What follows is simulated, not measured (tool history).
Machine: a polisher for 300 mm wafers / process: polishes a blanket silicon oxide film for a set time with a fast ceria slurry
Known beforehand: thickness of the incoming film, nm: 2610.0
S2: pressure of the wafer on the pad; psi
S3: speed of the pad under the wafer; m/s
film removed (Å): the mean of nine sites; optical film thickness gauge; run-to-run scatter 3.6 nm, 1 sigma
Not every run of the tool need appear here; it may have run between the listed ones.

Run 1, hour 0.0: flow of slurry (ml/min) 190, S2 1.9 psi, S3 0.76 m/s, polishing time (s) 118. Result: film removed (Å) 11657.0.
Run 2, hour 4.8: flow of slurry (ml/min) 190, S2 1.4 psi, S3 0.76 m/s, polishing time (s) 118. Result: film removed (Å) 8682.0.
Run 3, hour 10.2: flow of slurry (ml/min) 190, S2 1.4 psi, S3 0.76 m/s, polishing time (s) 118. Result: film removed (Å) 8688.6.
Run 4, hour 18.3: flow of slurry (ml/min) 190, S2 1.8 psi, S3 0.76 m/s, polishing time (s) 118. Result: film removed (Å) 10996.0.
Run 5, hour 19.8: flow of slurry (ml/min) 220, S2 1.8 psi, S3 0.76 m/s, polishing time (s) 118. Result: film removed (Å) 11337.0.
Run 6, hour 27.4: flow of slurry (ml/min) 200, S2 1.5 psi, S3 0.74 m/s, polishing time (s) 118. Result: film removed (Å) 9172.2.
Run 7, hour 28.4: flow of slurry (ml/min) 180, S2 1.3 psi, S3 0.74 m/s, polishing time (s) 118. Result: film removed (Å) 7852.3.
Run 8, hour 31.7: flow of slurry (ml/min) 165, S2 1.2 psi, S3 0.74 m/s, polishing time (s) 118. Result: film removed (Å) 7101.3.
Run 9, hour 36.4: flow of slurry (ml/min) 150, S2 1.2 psi, S3 0.74 m/s, polishing time (s) 118. Result: film removed (Å) 7045.4.
Run 10, hour 41.6: flow of slurry (ml/min) 150, S2 1.2 psi, S3 0.74 m/s, polishing time (s) 118. Result: film removed (Å) 7007.8.
Run 11, hour 49.1: flow of slurry (ml/min) 135, S2 0.9 psi, S3 0.74 m/s, polishing time (s) 118. Result: film removed (Å) 5143.9.
Run 12, hour 55.0: flow of slurry (ml/min) 155, S2 0.9 psi, S3 0.74 m/s, polishing time (s) 118. Result: film removed (Å) 5399.5.
Run 13, hour 62.5: flow of slurry (ml/min) 175, S2 0.9 psi, S3 0.74 m/s, polishing time (s) 118. Result: film removed (Å) 5502.3.
Run 14, hour 68.8: flow of slurry (ml/min) 185, S2 0.9 psi, S3 0.74 m/s, polishing time (s) 118. Result: film removed (Å) 5580.7.

Run 15 is up next; what results do you expect?
Run 15, hour 75.6: flow of slurry (ml/min) 230, S2 1.0 psi, S3 0.74 m/s, polishing time (s) 118. Result: film removed (Å) ?.

{"run 15": {"film removed (Å)": 6279.8}}
